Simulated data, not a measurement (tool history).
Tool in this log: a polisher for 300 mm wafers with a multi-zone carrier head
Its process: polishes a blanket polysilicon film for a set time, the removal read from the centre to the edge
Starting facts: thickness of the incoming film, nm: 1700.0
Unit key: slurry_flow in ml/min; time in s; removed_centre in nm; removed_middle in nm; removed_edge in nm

{"run": 1, "hour": 0.0, "slurry_flow": 230, "centre_zone": 1.0, "middle_zone": 1.0, "edge_zone": 1.0, "time": 65, "removed_centre": 501.95, "removed_middle": 503.62, "removed_edge": 489.73}
{"run": 2, "hour": 5.1, "slurry_flow": 280, "centre_zone": 1.0, "middle_zone": 1.0, "edge_zone": 1.0, "time": 65, "removed_centre": 513.42, "removed_middle": 516.03, "removed_edge": 495.24}
{"run": 3, "hour": 6.9, "slurry_flow": 280, "centre_zone": 1.0, "middle_zone": 1.07, "edge_zone": 1.0, "time": 65, "removed_centre": 508.07, "removed_middle": 533.39, "removed_edge": 507.77}
{"run": 4, "hour": 14.9, "slurry_flow": 275, "centre_zone": 0.99, "middle_zone": 1.04, "edge_zone": 0.99, "time": 63, "removed_centre": 491.78, "removed_middle": 511.89, "removed_edge": 477.82}
{"run": 5, "hour": 21.0, "slurry_flow": 270, "centre_zone": 0.98, "middle_zone": 1.01, "edge_zone": 0.98, "time": 62, "removed_centre": 477.86, "removed_middle": 495.21, "removed_edge": 463.45}
{"run": 6, "hour": 23.6, "slurry_flow": 270, "centre_zone": 0.98, "middle_zone": 1.01, "edge_zone": 0.94, "time": 62, "removed_centre": 483.04, "removed_middle": 491.87, "removed_edge": 456.78}
{"run": 7, "hour": 28.8, "slurry_flow": 265, "centre_zone": 0.97, "middle_zone": 0.99, "edge_zone": 0.93, "time": 61, "removed_centre": 461.33, "removed_middle": 464.3, "removed_edge": 457.09}
{"run": 8, "hour": 37.6, "slurry_flow": 270, "centre_zone": 0.98, "middle_zone": 0.99, "edge_zone": 0.93, "time": 59, "removed_centre": 454.43, "removed_middle": 458.55, "removed_edge": 431.73}
{"run": 9, "hour": 41.5, "slurry_flow": 270, "centre_zone": 0.98, "middle_zone": 0.98, "edge_zone": 0.92, "time": 58, "removed_centre": 448.66, "removed_middle": 443.74, "removed_edge": 421.7}
{"run": 10, "hour": 45.0, "slurry_flow": 270, "centre_zone": 0.98, "middle_zone": 0.98, "edge_zone": 0.91, "time": 57, "removed_centre": 437.02, "removed_middle": 441.65, "removed_edge": 425.49}

For run 11, what comes out?
{"run": 11, "hour": 46.7, "slurry_flow": 275, "centre_zone": 0.99, "middle_zone": 0.98, "edge_zone": 0.9, "time": 56, "removed_centre": "?", "removed_middle": "?", "removed_edge": "?"}

removed_centre: 436.36 nm
removed_middle: 432.70 nm
removed_edge: 410.16 nm
